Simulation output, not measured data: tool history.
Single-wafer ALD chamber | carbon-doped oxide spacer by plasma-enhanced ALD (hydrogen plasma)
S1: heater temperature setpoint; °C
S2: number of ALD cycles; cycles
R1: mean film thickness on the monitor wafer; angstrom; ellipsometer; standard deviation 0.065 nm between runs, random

| run | hour | S1 | S2 | R1 |
|---|---|---|---|---|
| 1 | 0 | 380 | 359 | 164.3 |
| 2 | 1.6 | 374 | 359 | 165.14 |
| 3 | 4.3 | 374 | 340 | 156.34 |
| 4 | 7 | 374 | 324 | 149.71 |
| 5 | 10.5 | 374 | 356 | 164.81 |
| 6 | 15.9 | 379 | 356 | 163 |
| 7 | 18.5 | 382 | 299 | 136.23 |
| 8 | 25.4 | 382 | 293 | 134.2 |
| 9 | 27.9 | 382 | 288 | 131.54 |
| 10 | 29.1 | 382 | 284 | 130.11 |

The next listed run, before its measurement:
| 11 | 32 | 382 | 281 | ? |

{"run 11": {"R1": 128.92}}
